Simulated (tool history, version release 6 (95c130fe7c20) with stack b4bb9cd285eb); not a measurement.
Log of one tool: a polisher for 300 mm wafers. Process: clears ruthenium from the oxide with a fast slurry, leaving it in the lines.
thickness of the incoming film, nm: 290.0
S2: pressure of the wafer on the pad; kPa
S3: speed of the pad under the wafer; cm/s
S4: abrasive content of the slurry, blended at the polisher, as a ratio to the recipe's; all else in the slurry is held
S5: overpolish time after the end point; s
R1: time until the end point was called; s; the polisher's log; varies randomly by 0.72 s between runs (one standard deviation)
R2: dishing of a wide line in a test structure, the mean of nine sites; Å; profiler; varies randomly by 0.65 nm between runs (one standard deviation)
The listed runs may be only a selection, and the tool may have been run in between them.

{"run": 1, "hour": 0.0, "flow of slurry (ml/min)": 130, "S2": 18.6, "S3": 94, "S4": 1, "S5": 12, "R1": 67.28, "R2": 399.85}
{"run": 2, "hour": 5.4, "flow of slurry (ml/min)": 135, "S2": 20.7, "S3": 94, "S4": 1, "S5": 12, "R1": 61.009, "R2": 441.53}
{"run": 3, "hour": 6.8, "flow of slurry (ml/min)": 140, "S2": 22.8, "S3": 94, "S4": 1, "S5": 12, "R1": 55.041, "R2": 470.51}
{"run": 4, "hour": 10.4, "flow of slurry (ml/min)": 140, "S2": 24.1, "S3": 94, "S4": 1, "S5": 12, "R1": 51.922, "R2": 503.9}
{"run": 5, "hour": 11.8, "flow of slurry (ml/min)": 140, "S2": 24.8, "S3": 94, "S4": 1, "S5": 12, "R1": 50.384, "R2": 518.38}
{"run": 6, "hour": 18.8, "flow of slurry (ml/min)": 145, "S2": 25.5, "S3": 94, "S4": 1, "S5": 12, "R1": 48.66, "R2": 511.73}
{"run": 7, "hour": 20.5, "flow of slurry (ml/min)": 140, "S2": 26.2, "S3": 94, "S4": 1, "S5": 12, "R1": 46.454, "R2": 522.42}
{"run": 8, "hour": 24.3, "flow of slurry (ml/min)": 140, "S2": 26.2, "S3": 94, "S4": 1, "S5": 12, "R1": 47.941, "R2": 521.39}
{"run": 9, "hour": 31.9, "flow of slurry (ml/min)": 145, "S2": 26.2, "S3": 94, "S4": 1, "S5": 12, "R1": 46.616, "R2": 519.04}
{"run": 10, "hour": 36.9, "flow of slurry (ml/min)": 140, "S2": 26.2, "S3": 94, "S4": 1, "S5": 12, "R1": 47.305, "R2": 522.12}
{"run": 11, "hour": 44.7, "flow of slurry (ml/min)": 140, "S2": 26.2, "S3": 94, "S4": 1, "S5": 12, "R1": 48.202, "R2": 532.04}

Run 12 has not been measured yet. What should we expect?
{"run": 12, "hour": 52.3, "flow of slurry (ml/min)": 140, "S2": 26.9, "S3": 94, "S4": 1, "S5": 12, "R1": "?", "R2": "?"}

R1: 46.919 s
R2: 539.34 Å
